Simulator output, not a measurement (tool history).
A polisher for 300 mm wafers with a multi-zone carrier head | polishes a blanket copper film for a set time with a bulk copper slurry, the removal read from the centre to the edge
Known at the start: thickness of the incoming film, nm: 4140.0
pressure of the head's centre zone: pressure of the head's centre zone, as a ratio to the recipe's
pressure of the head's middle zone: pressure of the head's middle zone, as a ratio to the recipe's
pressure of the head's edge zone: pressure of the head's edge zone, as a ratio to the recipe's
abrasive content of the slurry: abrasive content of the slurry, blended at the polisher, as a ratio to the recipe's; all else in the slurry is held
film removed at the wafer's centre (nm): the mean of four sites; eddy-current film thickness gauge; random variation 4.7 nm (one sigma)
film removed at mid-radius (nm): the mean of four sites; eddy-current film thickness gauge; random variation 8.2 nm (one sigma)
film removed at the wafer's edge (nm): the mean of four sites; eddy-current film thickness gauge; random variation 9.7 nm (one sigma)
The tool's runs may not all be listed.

run	hour	flow of slurry (ml/min)	pressure of the head's centre zone	pressure of the head's middle zone	pressure of the head's edge zone	abrasive content of the slurry	polishing time (s)	film removed at the wafer's centre (nm)	film removed at mid-radius (nm)	film removed at the wafer's edge (nm)
1	0	190	1	1	1	1	74	868.39	896.66	861.14
2	6.8	190	1	1	1	1	60	706.76	709.73	680.35
3	14.9	190	0.93	1	1	1	60	662.45	713.44	696.32
4	18.8	190	0.93	0.93	1	1	60	660	673.77	699.6
5	22.9	195	0.93	0.96	0.99	1	60	655.06	696.18	681.81
6	26.1	215	0.93	0.96	0.99	1	60	664.91	693.74	699.11
7	29	215	0.93	0.99	0.98	1	60	673.72	716.64	690.28
8	35.2	215	0.92	1.02	0.97	1	60	660.98	732.74	693.62

Run 9 comes next. What will it give?
9	43.9	215	0.92	1.04	0.96	1	60	?	?	?

Run 9 gave film removed at the wafer's centre (nm) 665.56, film removed at mid-radius (nm) 757.38, film removed at the wafer's edge (nm) 665.14.

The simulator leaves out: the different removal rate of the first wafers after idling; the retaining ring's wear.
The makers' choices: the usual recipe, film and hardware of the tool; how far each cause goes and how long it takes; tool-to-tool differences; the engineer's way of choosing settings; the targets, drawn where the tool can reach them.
